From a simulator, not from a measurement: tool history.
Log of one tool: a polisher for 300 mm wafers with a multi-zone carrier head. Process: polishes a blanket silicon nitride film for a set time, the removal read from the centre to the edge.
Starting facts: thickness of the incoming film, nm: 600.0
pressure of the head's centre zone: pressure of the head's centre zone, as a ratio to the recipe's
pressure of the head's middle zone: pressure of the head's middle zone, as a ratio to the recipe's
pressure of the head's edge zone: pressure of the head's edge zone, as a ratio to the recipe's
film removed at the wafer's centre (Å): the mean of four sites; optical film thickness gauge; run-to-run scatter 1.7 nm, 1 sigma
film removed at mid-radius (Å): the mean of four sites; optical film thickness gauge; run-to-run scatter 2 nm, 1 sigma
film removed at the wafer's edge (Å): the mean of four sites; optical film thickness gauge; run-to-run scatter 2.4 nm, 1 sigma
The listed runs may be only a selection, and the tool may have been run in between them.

run    day  flow of slurry (ml/min)  pressure of the head's centre zone  pressure of the head's middle zone  pressure of the head's edge zone  polishing time (s)  film removed at the wafer's centre (Å)  film removed at mid-radius (Å)  film removed at the wafer's edge (Å)
  1  0.000                      190                                1.00                                1.00                              1.00                  73                                  1378.6                          1360.2                                1407.6
  2  0.079                      205                                1.05                                1.02                              1.04                  79                                  1611.3                          1523.9                                1572.3
  3  0.329                      250                                1.05                                1.02                              1.04                  79                                  1676.5                          1556.2                                1624.6
  4  0.554                      250                                1.12                                1.02                              1.04                  79                                  1779.0                          1582.0                                1615.7
  5  0.900                      250                                1.12                                0.97                              1.04                  79                                  1750.4                          1496.9                                1618.9
     1.267  -- edge zone pressure recalibrated
  6  1.267                      250                                1.12                                0.97                              1.12                  79                                  1784.1                          1526.5                                1588.2
  7  1.500                      260                                1.12                                0.98                              1.11                  84                                  1875.5                          1621.5                                1696.4

What does the tool deliver on the next run?
  8  1.617                      265                                1.13                                0.99                              1.10                  88                                       ?                               ?                                     ?

film removed at the wafer's centre (Å): 1988.5
film removed at mid-radius (Å): 1757.4
film removed at the wafer's edge (Å): 1775.9
